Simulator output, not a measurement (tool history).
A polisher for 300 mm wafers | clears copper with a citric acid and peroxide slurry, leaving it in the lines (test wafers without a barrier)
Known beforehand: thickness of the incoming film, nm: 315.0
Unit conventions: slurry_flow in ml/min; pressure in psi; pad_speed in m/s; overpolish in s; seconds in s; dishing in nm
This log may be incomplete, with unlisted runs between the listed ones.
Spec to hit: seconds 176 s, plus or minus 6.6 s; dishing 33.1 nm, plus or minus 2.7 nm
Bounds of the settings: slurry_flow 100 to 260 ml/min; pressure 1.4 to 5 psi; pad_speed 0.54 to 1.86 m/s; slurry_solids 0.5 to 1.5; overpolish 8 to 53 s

run 1 hour=0 | slurry_flow=165 pressure=3.2 pad_speed=1.18 slurry_solids=1 overpolish=27 | seconds=98.858 dishing=50.765
run 2 hour=8.9 | slurry_flow=165 pressure=3.5 pad_speed=1.18 slurry_solids=1 overpolish=27 | seconds=93.541 dishing=55.549
run 3 hour=13.6 | slurry_flow=200 pressure=3.5 pad_speed=1.18 slurry_solids=1 overpolish=27 | seconds=90.514 dishing=56.55
run 4 hour=17 | slurry_flow=200 pressure=3.5 pad_speed=1.18 slurry_solids=1 overpolish=31 | seconds=89.388 dishing=63.622
run 5 hour=24.9 | slurry_flow=200 pressure=3.2 pad_speed=1.16 slurry_solids=1 overpolish=31 | seconds=99.223 dishing=58.306
run 6 hour=25.7 | slurry_flow=200 pressure=2.9 pad_speed=1.14 slurry_solids=1 overpolish=31 | seconds=106.79 dishing=53.707
run 7 hour=34.5 | slurry_flow=200 pressure=2.7 pad_speed=1.12 slurry_solids=1 overpolish=31 | seconds=115.7 dishing=51.307
run 8 hour=43 | slurry_flow=200 pressure=2.5 pad_speed=1.1 slurry_solids=1 overpolish=31 | seconds=123.07 dishing=48.079
run 9 hour=51.6 | slurry_flow=200 pressure=2.5 pad_speed=1.1 slurry_solids=1 overpolish=31 | seconds=126.92 dishing=47.238

Pick the move, out of 4, that brings all results within their allowed miss; only one does.
run A hour=60.2 | slurry_flow=190 pressure=1.6 pad_speed=0.88 slurry_solids=1.25 overpolish=37 | seconds=? dishing=?
run B hour=60.2 | slurry_flow=205 pressure=2.3 pad_speed=0.88 slurry_solids=1.1 overpolish=24 | seconds=? dishing=?
run C hour=60.2 | slurry_flow=185 pressure=3.2 pad_speed=1.14 slurry_solids=1.3 overpolish=16 | seconds=? dishing=?
run D hour=60.2 | slurry_flow=195 pressure=2 pad_speed=0.92 slurry_solids=0.95 overpolish=29 | seconds=? dishing=?

move=A seconds=196.88 dishing=35.464
move=B seconds=158.14 dishing=29.914
move=C seconds=94.072 dishing=33.427
move=D seconds=173.93 dishing=32.308
A: takes the result that was furthest off past its target
B: an improvement on the last run, though not all results are within tolerance
C: its largest miss is bigger than the last run's
D: every result lands within tolerance
Answer: D
